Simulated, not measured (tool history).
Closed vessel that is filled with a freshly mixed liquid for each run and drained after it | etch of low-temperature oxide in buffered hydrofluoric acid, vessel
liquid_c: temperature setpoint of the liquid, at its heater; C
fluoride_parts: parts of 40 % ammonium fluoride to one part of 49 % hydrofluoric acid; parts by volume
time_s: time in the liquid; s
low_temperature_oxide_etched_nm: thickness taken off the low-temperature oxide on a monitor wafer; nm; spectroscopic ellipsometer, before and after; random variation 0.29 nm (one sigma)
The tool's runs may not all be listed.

| run | hour | liquid_c | fluoride_parts | time_s | low_temperature_oxide_etched_nm |
|---|---|---|---|---|---|
| 1 | 0 | 20 | 17 | 90 | 108.06 |
| 2 | 2.6 | 22 | 17 | 90 | 119.87 |
| 3 | 7.6 | 22 | 17 | 95 | 127.48 |
| 4 | 10.8 | 20.5 | 17 | 95 | 117.05 |
| 5 | 13.5 | 19.5 | 18 | 95 | 104.69 |
| 6 | 15.9 | 21 | 18 | 95 | 113.58 |
| 7 | 18.1 | 20 | 18.5 | 95 | 105.05 |

The next listed run, before its measurement:
|  | 26.3 | hydrofluoric acid flow meter replaced |
| 8 | 26.3 | 19 | 19 | 95 | ? |

Run 8 gave low_temperature_oxide_etched_nm 107.35 nm.

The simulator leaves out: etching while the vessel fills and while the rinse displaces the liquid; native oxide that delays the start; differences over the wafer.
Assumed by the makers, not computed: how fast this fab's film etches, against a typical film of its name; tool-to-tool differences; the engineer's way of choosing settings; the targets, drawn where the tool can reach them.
